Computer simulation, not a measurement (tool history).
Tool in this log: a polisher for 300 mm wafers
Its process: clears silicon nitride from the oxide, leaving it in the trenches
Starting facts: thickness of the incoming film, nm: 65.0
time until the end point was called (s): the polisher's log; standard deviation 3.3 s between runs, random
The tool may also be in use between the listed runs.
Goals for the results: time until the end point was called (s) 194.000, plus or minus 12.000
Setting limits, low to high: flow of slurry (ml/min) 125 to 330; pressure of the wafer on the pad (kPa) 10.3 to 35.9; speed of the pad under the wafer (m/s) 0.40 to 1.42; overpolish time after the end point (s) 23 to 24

run  hour  flow of slurry (ml/min)  pressure of the wafer on the pad (kPa)  speed of the pad under the wafer (m/s)  overpolish time after the end point (s)  time until the end point was called (s)
  1   0.0                      210                                    22.8                                    0.90                                       23                                   69.212
  2   2.3                      245                                    22.8                                    0.90                                       23                                   69.787
  3   7.7                      245                                    19.3                                    0.78                                       23                                   93.826
  4  16.2                      245                                    19.3                                    0.78                                       24                                   95.295
  5  21.2                      245                                    16.5                                    0.70                                       24                                  116.550
  6  28.7                      245                                    14.5                                    0.64                                       24                                  145.860
  7  34.5                      245                                    13.1                                    0.62                                       24                                  160.910
  8  42.5                      245                                    12.4                                    0.62                                       24                                  174.990

5 candidate next runs follow, results not yet known. Just one meets every target within its allowed miss. Identify it.
  A  50.5                      280                                    15.2                                    0.58                                       23                                        ?
  B  50.5                      250                                    12.4                                    0.62                                       24                                        ?
  C  50.5                      220                                    16.5                                    0.50                                       24                                        ?
  D  50.5                      155                                    11.0                                    0.68                                       23                                        ?
  E  50.5                      290                                    15.9                                    0.48                                       24                                        ?

move  time until the end point was called (s)
   A                                  153.570
   B                                  176.500
   C                                  167.250
   D                                  193.950
   E                                  175.550
A: its largest miss is bigger than the last run's
B: closer than the last run, but not yet in spec
C: its largest miss is bigger than the last run's
D: all results in spec
E: no better and no worse than the last run
Correct choice: D, which meets every target

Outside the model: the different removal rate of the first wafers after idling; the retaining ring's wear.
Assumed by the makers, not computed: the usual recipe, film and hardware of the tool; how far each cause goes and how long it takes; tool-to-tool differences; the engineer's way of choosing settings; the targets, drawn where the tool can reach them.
